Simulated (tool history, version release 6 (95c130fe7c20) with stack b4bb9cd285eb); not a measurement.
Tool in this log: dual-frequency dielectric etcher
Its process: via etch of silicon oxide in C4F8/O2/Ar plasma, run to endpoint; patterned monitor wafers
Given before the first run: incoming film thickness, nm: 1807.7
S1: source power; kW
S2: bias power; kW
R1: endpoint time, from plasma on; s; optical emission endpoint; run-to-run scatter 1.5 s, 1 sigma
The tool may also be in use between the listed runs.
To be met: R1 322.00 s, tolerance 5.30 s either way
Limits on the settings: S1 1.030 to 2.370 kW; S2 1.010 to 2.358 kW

run 1 hour=0.0 | S1=1.700 S2=1.684 | R1=408.47
run 2 hour=4.7 | S1=1.700 S2=1.564 | R1=419.85
run 3 hour=8.3 | S1=1.590 S2=1.564 | R1=432.68
run 4 hour=17.3 | S1=1.360 S2=1.564 | R1=461.42
run 5 hour=23.7 | S1=1.480 S2=1.619 | R1=436.96
-- hour=31.4 source power generator calibrated
run 6 hour=31.4 | S1=1.290 S2=1.619 | R1=454.19
run 7 hour=37.5 | S1=1.290 S2=1.619 | R1=457.90
run 8 hour=39.8 | S1=1.410 S2=1.678 | R1=435.91
run 9 hour=48.5 | S1=1.750 S2=1.962 | R1=375.74
run 10 hour=52.3 | S1=1.820 S2=1.972 | R1=369.13
run 11 hour=61.1 | S1=1.880 S2=1.981 | R1=361.51
run 12 hour=68.8 | S1=1.930 S2=1.987 | R1=357.01
run 13 hour=74.9 | S1=1.980 S2=1.992 | R1=351.23
run 14 hour=80.7 | S1=2.020 S2=1.996 | R1=350.10

Which single option among these 4 for the next run brings every result within its allowed miss of target? Just one does.
run A hour=86.5 | S1=2.350 S2=2.358 | R1=?
run B hour=86.5 | S1=2.130 S2=2.319 | R1=?
run C hour=86.5 | S1=1.960 S2=1.853 | R1=?
run D hour=86.5 | S1=2.310 S2=2.358 | R1=?

move=A R1=309.97
move=B R1=324.39
move=C R1=365.94
move=D R1=312.09
A: takes the biggest miss from the last run beyond its target
B: each result inside its tolerance
C: lands further from the targets than the last run did
D: takes the biggest miss from the last run beyond its target
Answer: B
